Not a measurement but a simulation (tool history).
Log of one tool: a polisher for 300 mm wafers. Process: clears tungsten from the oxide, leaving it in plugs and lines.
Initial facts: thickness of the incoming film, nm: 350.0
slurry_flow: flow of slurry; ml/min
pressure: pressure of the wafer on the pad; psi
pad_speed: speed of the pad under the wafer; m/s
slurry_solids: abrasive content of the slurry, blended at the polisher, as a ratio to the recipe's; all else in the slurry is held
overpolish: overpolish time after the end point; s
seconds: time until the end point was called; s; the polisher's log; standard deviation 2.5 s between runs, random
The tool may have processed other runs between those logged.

{"run": 1, "hour": 0.0, "slurry_flow": 130, "pressure": 3.0, "pad_speed": 0.94, "slurry_solids": 1.0, "overpolish": 13, "seconds": 104.05}
{"run": 2, "hour": 3.3, "slurry_flow": 130, "pressure": 2.9, "pad_speed": 0.94, "slurry_solids": 1.0, "overpolish": 13, "seconds": 108.11}
{"run": 3, "hour": 6.2, "slurry_flow": 130, "pressure": 2.8, "pad_speed": 0.94, "slurry_solids": 1.0, "overpolish": 13, "seconds": 112.19}
{"run": 4, "hour": 12.4, "slurry_flow": 130, "pressure": 2.7, "pad_speed": 0.94, "slurry_solids": 1.0, "overpolish": 13, "seconds": 116.95}
{"run": 5, "hour": 18.5, "slurry_flow": 130, "pressure": 2.6, "pad_speed": 0.94, "slurry_solids": 1.0, "overpolish": 13, "seconds": 121.4}
{"run": 6, "hour": 25.9, "slurry_flow": 130, "pressure": 2.5, "pad_speed": 0.94, "slurry_solids": 1.0, "overpolish": 13, "seconds": 124.64}
{"run": 7, "hour": 33.5, "slurry_flow": 130, "pressure": 2.4, "pad_speed": 0.94, "slurry_solids": 1.0, "overpolish": 13, "seconds": 129.77}
{"run": 8, "hour": 37.6, "slurry_flow": 130, "pressure": 2.3, "pad_speed": 0.94, "slurry_solids": 1.0, "overpolish": 13, "seconds": 137.18}
{"run": 9, "hour": 45.6, "slurry_flow": 130, "pressure": 2.1, "pad_speed": 0.94, "slurry_solids": 1.0, "overpolish": 13, "seconds": 147.36}

Predict the results of run 10:
{"run": 10, "hour": 47.2, "slurry_flow": 125, "pressure": 1.8, "pad_speed": 0.94, "slurry_solids": 1.0, "overpolish": 13, "seconds": "?"}

{"run 10": {"seconds": 172.3}}

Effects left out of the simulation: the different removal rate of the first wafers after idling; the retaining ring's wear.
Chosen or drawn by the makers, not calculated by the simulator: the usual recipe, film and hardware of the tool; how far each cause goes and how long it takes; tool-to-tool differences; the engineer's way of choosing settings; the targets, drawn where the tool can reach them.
